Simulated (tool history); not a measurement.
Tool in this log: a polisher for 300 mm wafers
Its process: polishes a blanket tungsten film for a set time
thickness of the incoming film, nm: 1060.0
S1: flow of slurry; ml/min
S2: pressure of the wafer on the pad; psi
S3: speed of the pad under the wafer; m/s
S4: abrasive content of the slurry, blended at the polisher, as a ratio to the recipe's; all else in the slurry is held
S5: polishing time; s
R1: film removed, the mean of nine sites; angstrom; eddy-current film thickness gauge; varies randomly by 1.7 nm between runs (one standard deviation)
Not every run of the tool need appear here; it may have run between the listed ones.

run	hour	S1	S2	S3	S4	S5	R1
1	0.0	275	2.6	1.24	1.0	71	2903.6
2	6.9	275	2.2	1.20	1.0	71	2454.2
3	11.3	275	2.5	1.20	1.0	71	2732.3
4	16.5	275	2.2	1.16	1.0	71	2357.0
5	24.0	275	2.2	0.88	1.0	71	1943.9
6	30.4	275	2.0	0.88	1.0	71	1773.8
7	31.3	275	1.9	0.88	1.0	71	1722.2
8	40.3	275	1.5	0.86	1.0	71	1353.5

Forecast run 9:
9	48.4	275	1.6	0.86	1.0	71	?

For run 9 the tool returned R1 1439.0 angstrom.
